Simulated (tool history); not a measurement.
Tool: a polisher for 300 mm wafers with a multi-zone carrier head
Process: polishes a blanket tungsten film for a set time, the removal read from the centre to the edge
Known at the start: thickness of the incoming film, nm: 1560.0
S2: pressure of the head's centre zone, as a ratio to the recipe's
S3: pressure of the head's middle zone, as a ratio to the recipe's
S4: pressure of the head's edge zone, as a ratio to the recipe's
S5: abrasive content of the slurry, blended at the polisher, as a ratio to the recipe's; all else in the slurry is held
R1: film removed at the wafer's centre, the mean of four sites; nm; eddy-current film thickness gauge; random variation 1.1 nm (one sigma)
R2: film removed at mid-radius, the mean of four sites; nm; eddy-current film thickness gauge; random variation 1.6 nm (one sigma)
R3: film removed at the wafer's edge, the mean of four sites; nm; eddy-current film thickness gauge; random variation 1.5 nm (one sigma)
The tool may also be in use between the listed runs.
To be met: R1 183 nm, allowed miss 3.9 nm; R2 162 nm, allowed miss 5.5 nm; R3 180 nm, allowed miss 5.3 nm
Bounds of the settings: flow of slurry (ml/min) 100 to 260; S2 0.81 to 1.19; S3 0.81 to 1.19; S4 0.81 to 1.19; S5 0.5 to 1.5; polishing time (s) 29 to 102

run 1 hour=0 | flow_of_slurry_(ml/min)=165 S2=1 S3=1 S4=1 S5=1 polishing_time_(s)=65 | R1=330.33 R2=334.11 R3=332.57
run 2 hour=1.2 | flow_of_slurry_(ml/min)=165 S2=1 S3=1 S4=1 S5=1 polishing_time_(s)=72 | R1=368.66 R2=363.47 R3=360.93
run 3 hour=6.2 | flow_of_slurry_(ml/min)=165 S2=1 S3=1 S4=1 S5=0.85 polishing_time_(s)=72 | R1=356.6 R2=348.46 R3=348.08
run 4 hour=15.1 | flow_of_slurry_(ml/min)=145 S2=1 S3=1 S4=1 S5=0.85 polishing_time_(s)=72 | R1=342.26 R2=342.16 R3=343.47
run 5 hour=18.9 | flow_of_slurry_(ml/min)=145 S2=1 S3=0.97 S4=0.98 S5=0.8 polishing_time_(s)=66 | R1=308.26 R2=300.51 R3=305.88
run 6 hour=23.2 | flow_of_slurry_(ml/min)=105 S2=1 S3=0.97 S4=0.98 S5=0.8 polishing_time_(s)=66 | R1=289.62 R2=286.07 R3=292.3
run 7 hour=31 | flow_of_slurry_(ml/min)=120 S2=0.98 S3=0.87 S4=0.88 S5=0.55 polishing_time_(s)=48 | R1=193.85 R2=177.73 R3=187.78
run 8 hour=32.7 | flow_of_slurry_(ml/min)=115 S2=0.98 S3=0.86 S4=0.88 S5=0.55 polishing_time_(s)=48 | R1=190.25 R2=173.31 R3=184.99
run 9 hour=40.9 | flow_of_slurry_(ml/min)=115 S2=0.98 S3=0.85 S4=0.88 S5=0.55 polishing_time_(s)=48 | R1=189.99 R2=172.6 R3=188.01
run 10 hour=49 | flow_of_slurry_(ml/min)=115 S2=0.98 S3=0.84 S4=0.87 S5=0.55 polishing_time_(s)=48 | R1=190.74 R2=165.18 R3=185.42

Which of these 5 next moves meets every target?
run A hour=57.1 | flow_of_slurry_(ml/min)=110 S2=0.97 S3=0.83 S4=0.86 S5=0.5 polishing_time_(s)=48 | R1=? R2=? R3=?
run B hour=57.1 | flow_of_slurry_(ml/min)=165 S2=0.89 S3=0.81 S4=0.83 S5=0.7 polishing_time_(s)=46 | R1=? R2=? R3=?
run C hour=57.1 | flow_of_slurry_(ml/min)=115 S2=1.06 S3=0.88 S4=0.81 S5=0.6 polishing_time_(s)=46 | R1=? R2=? R3=?
run D hour=57.1 | flow_of_slurry_(ml/min)=120 S2=1 S3=0.82 S4=0.85 S5=0.55 polishing_time_(s)=47 | R1=? R2=? R3=?
run E hour=57.1 | flow_of_slurry_(ml/min)=100 S2=1.01 S3=0.88 S4=0.89 S5=0.55 polishing_time_(s)=49 | R1=? R2=? R3=?

move=A R1=181.63 R2=160.59 R3=177.08
move=B R1=191.97 R2=178.35 R3=193.13
move=C R1=200.73 R2=171.23 R3=174.69
move=D R1=191.67 R2=162.73 R3=179.33
move=E R1=192.79 R2=172.75 R3=185.55
A: meets every target
B: further off than the last run
C: further off than the last run
D: further off than the last run
E: further off than the last run
Answer: A
